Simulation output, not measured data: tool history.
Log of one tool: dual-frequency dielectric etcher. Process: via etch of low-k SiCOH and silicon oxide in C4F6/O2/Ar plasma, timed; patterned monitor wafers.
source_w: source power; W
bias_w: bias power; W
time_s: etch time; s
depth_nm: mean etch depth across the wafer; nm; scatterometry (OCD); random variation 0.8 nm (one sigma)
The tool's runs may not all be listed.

run,hour,source_w,bias_w,time_s,depth_nm
1,0,370,156,67.5,168.55
2,1.4,370,156,67.5,169.92
3,6.3,380,157,67.5,170.42
4,8.1,390,158,67.5,174.97
5,10.2,390,135,67.5,165.19
6,12.7,410,136,67.5,167.59
7,16.3,430,137,67.5,171.62
8,22.7,440,138,67.5,174.99

Run 9 comes next. What will it give?
9,23.3,450,138,67.5,?

depth_nm: 175.76 nm
